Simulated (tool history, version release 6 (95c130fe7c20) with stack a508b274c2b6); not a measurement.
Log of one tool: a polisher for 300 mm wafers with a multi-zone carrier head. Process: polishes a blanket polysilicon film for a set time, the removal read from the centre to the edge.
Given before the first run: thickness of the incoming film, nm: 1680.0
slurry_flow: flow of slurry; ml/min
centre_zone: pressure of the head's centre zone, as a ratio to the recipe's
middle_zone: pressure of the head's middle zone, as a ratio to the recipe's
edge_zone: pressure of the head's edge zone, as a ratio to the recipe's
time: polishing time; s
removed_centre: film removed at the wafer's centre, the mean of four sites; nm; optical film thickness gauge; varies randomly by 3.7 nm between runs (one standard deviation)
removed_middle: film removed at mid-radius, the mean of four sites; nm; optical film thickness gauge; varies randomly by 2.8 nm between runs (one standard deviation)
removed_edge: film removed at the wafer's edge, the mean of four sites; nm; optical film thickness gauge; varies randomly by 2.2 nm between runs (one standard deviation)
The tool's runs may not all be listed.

{"run": 1, "hour": 0.0, "slurry_flow": 145, "centre_zone": 1, "middle_zone": 1, "edge_zone": 1, "time": 33, "removed_centre": 248.32, "removed_middle": 248.74, "removed_edge": 247.49}
{"run": 2, "hour": 4.9, "slurry_flow": 145, "centre_zone": 1, "middle_zone": 1, "edge_zone": 1, "time": 40, "removed_centre": 303.96, "removed_middle": 300.09, "removed_edge": 298.71}
{"run": 3, "hour": 5.6, "slurry_flow": 115, "centre_zone": 1, "middle_zone": 1, "edge_zone": 1, "time": 40, "removed_centre": 280.93, "removed_middle": 284.09, "removed_edge": 291.79}
{"run": 4, "hour": 8.2, "slurry_flow": 115, "centre_zone": 1, "middle_zone": 1, "edge_zone": 0.92, "time": 40, "removed_centre": 288.17, "removed_middle": 279.5, "removed_edge": 277.21}
{"run": 5, "hour": 12.0, "slurry_flow": 115, "centre_zone": 1, "middle_zone": 1, "edge_zone": 0.89, "time": 40, "removed_centre": 286.69, "removed_middle": 283.11, "removed_edge": 272.79}
{"run": 6, "hour": 17.3, "slurry_flow": 115, "centre_zone": 1, "middle_zone": 1, "edge_zone": 0.89, "time": 48, "removed_centre": 343.61, "removed_middle": 342.44, "removed_edge": 326.79}

Expected results for the next run?
{"run": 7, "hour": 24.7, "slurry_flow": 115, "centre_zone": 1.01, "middle_zone": 1.02, "edge_zone": 0.87, "time": 47, "removed_centre": "?", "removed_middle": "?", "removed_edge": "?"}

{"run 7": {"removed_centre": 339.29, "removed_middle": 340.93, "removed_edge": 316.48}}

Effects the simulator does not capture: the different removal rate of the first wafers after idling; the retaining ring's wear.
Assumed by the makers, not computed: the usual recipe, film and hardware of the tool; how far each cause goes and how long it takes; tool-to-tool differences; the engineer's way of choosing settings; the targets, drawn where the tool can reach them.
